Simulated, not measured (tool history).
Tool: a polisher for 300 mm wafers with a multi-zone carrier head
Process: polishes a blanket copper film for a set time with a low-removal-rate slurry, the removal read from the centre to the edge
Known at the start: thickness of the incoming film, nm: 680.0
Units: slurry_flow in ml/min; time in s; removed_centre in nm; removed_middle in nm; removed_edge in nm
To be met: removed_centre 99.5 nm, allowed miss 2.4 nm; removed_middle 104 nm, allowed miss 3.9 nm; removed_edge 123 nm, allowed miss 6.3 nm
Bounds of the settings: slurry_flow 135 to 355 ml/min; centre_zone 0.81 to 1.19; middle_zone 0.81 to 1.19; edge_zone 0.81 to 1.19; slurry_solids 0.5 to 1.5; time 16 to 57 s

Run 1, hour 0: slurry_flow 225 ml/min, centre_zone 1, middle_zone 1, edge_zone 1, slurry_solids 1, time 36 s. Result: removed_centre 167.53 nm, removed_middle 165.9 nm, removed_edge 170.87 nm.
Run 2, hour 6.2: slurry_flow 225 ml/min, centre_zone 1, middle_zone 1, edge_zone 1, slurry_solids 1, time 32 s. Result: removed_centre 148.37 nm, removed_middle 150.37 nm, removed_edge 152.25 nm.
Run 3, hour 13.2: slurry_flow 225 ml/min, centre_zone 1, middle_zone 1, edge_zone 1, slurry_solids 0.9, time 32 s. Result: removed_centre 144.55 nm, removed_middle 146.46 nm, removed_edge 150.99 nm.
Run 4, hour 16.8: slurry_flow 225 ml/min, centre_zone 1, middle_zone 1, edge_zone 1.04, slurry_solids 0.9, time 32 s. Result: removed_centre 145.1 nm, removed_middle 143.93 nm, removed_edge 153.8 nm.
Run 5, hour 25.7: slurry_flow 225 ml/min, centre_zone 1.08, middle_zone 1, edge_zone 1.04, slurry_solids 0.9, time 32 s. Result: removed_centre 154.55 nm, removed_middle 144.84 nm, removed_edge 151.04 nm.
Run 6, hour 31.2: slurry_flow 255 ml/min, centre_zone 1.08, middle_zone 1, edge_zone 1.04, slurry_solids 0.9, time 32 s. Result: removed_centre 158 nm, removed_middle 148.2 nm, removed_edge 154.71 nm.
Run 7, hour 38.4: slurry_flow 190 ml/min, centre_zone 0.98, middle_zone 0.9, edge_zone 0.98, slurry_solids 0.65, time 29 s. Result: removed_centre 116.35 nm, removed_middle 110.98 nm, removed_edge 121.33 nm.
Run 8, hour 46.9: slurry_flow 185 ml/min, centre_zone 0.96, middle_zone 0.89, edge_zone 0.99, slurry_solids 0.65, time 29 s. Result: removed_centre 113.81 nm, removed_middle 108.22 nm, removed_edge 123.44 nm.
Run 9, hour 48.7: slurry_flow 180 ml/min, centre_zone 0.94, middle_zone 0.89, edge_zone 0.99, slurry_solids 0.65, time 29 s. Result: removed_centre 110.2 nm, removed_middle 106.85 nm, removed_edge 123.47 nm.
Run 10, hour 55.1: slurry_flow 180 ml/min, centre_zone 0.94, middle_zone 0.89, edge_zone 0.99, slurry_solids 0.65, time 29 s. Result: removed_centre 110.62 nm, removed_middle 109.26 nm, removed_edge 121.68 nm.
Run 11, hour 63.8: slurry_flow 175 ml/min, centre_zone 0.93, middle_zone 0.88, edge_zone 1, slurry_solids 0.65, time 29 s. Result: removed_centre 108.51 nm, removed_middle 105.94 nm, removed_edge 120.95 nm.
Run 12, hour 68: slurry_flow 170 ml/min, centre_zone 0.92, middle_zone 0.88, edge_zone 1.01, slurry_solids 0.65, time 29 s. Result: removed_centre 107.07 nm, removed_middle 104.78 nm, removed_edge 123.33 nm.
Run 13, hour 74.8: slurry_flow 165 ml/min, centre_zone 0.91, middle_zone 0.88, edge_zone 1.01, slurry_solids 0.65, time 29 s. Result: removed_centre 105.31 nm, removed_middle 106.27 nm, removed_edge 120.48 nm.
Run 14, hour 83.2: slurry_flow 165 ml/min, centre_zone 0.91, middle_zone 0.88, edge_zone 1.01, slurry_solids 0.65, time 29 s. Result: removed_centre 105.77 nm, removed_middle 106.32 nm, removed_edge 124.89 nm.
Run 15, hour 90: slurry_flow 165 ml/min, centre_zone 0.91, middle_zone 0.88, edge_zone 1.01, slurry_solids 0.65, time 29 s. Result: removed_centre 106.23 nm, removed_middle 103.73 nm, removed_edge 121.12 nm.
Run 16, hour 98.7: slurry_flow 165 ml/min, centre_zone 0.9, middle_zone 0.89, edge_zone 1.02, slurry_solids 0.65, time 29 s. Result: removed_centre 104.23 nm, removed_middle 106.46 nm, removed_edge 120.65 nm.
Run 17, hour 102.8: slurry_flow 160 ml/min, centre_zone 0.89, middle_zone 0.89, edge_zone 1.03, slurry_solids 0.65, time 29 s. Result: removed_centre 103.13 nm, removed_middle 106.32 nm, removed_edge 121.44 nm.

Which of these 4 next moves meets every target?
Run A, hour 106.9: slurry_flow 135 ml/min, centre_zone 0.91, middle_zone 0.93, edge_zone 1.13, slurry_solids 0.55, time 29 s. Result: removed_centre ?, removed_middle ?, removed_edge ?.
Run B, hour 106.9: slurry_flow 145 ml/min, centre_zone 0.94, middle_zone 0.87, edge_zone 1.12, slurry_solids 0.6, time 29 s. Result: removed_centre ?, removed_middle ?, removed_edge ?.
Run C, hour 106.9: slurry_flow 160 ml/min, centre_zone 0.91, middle_zone 0.87, edge_zone 1.08, slurry_solids 0.6, time 30 s. Result: removed_centre ?, removed_middle ?, removed_edge ?.
Run D, hour 106.9: slurry_flow 145 ml/min, centre_zone 0.94, middle_zone 0.87, edge_zone 0.96, slurry_solids 0.55, time 31 s. Result: removed_centre ?, removed_middle ?, removed_edge ?.

move  removed_centre  removed_middle  removed_edge
   A          98.286          104.01        121.08
   B          104.88          101.54        124.16
   C          106.48          106.38        127.24
   D          109.66          106.19        120.34
A: meets every target
B: further off than the last run
C: further off than the last run
D: further off than the last run
The right move is A.
